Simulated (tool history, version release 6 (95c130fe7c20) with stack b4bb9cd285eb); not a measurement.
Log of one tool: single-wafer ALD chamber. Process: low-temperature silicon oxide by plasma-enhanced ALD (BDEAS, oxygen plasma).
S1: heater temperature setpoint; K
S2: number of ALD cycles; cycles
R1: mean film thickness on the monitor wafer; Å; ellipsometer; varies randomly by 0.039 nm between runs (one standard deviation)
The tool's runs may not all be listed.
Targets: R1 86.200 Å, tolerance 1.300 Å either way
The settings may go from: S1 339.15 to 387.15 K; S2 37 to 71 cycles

run 1 hour=0.0 | S1=363.15 S2=54 | R1=78.964
run 2 hour=6.3 | S1=372.15 S2=54 | R1=76.330
run 3 hour=9.6 | S1=381.15 S2=54 | R1=75.230
run 4 hour=16.5 | S1=374.15 S2=56 | R1=78.897
run 5 hour=20.1 | S1=374.15 S2=51 | R1=71.802
run 6 hour=24.5 | S1=365.15 S2=51 | R1=73.806
run 7 hour=27.0 | S1=360.15 S2=53 | R1=77.389
run 8 hour=29.5 | S1=356.15 S2=55 | R1=81.835
run 9 hour=34.0 | S1=352.15 S2=55 | R1=82.605
run 10 hour=42.7 | S1=349.15 S2=55 | R1=83.673

4 next moves are on the table. One of them brings every result within its allowed miss. Which?
run A hour=51.4 | S1=341.15 S2=52 | R1=?
run B hour=51.4 | S1=358.15 S2=56 | R1=?
run C hour=51.4 | S1=342.15 S2=56 | R1=?
run D hour=51.4 | S1=364.15 S2=56 | R1=?

move=A R1=80.804
move=B R1=82.770
move=C R1=86.770
move=D R1=81.271
A: misses by more than the last run did
B: misses by more than the last run did
C: all results land within tolerance of their targets
D: misses by more than the last run did
The move that meets every target is C.
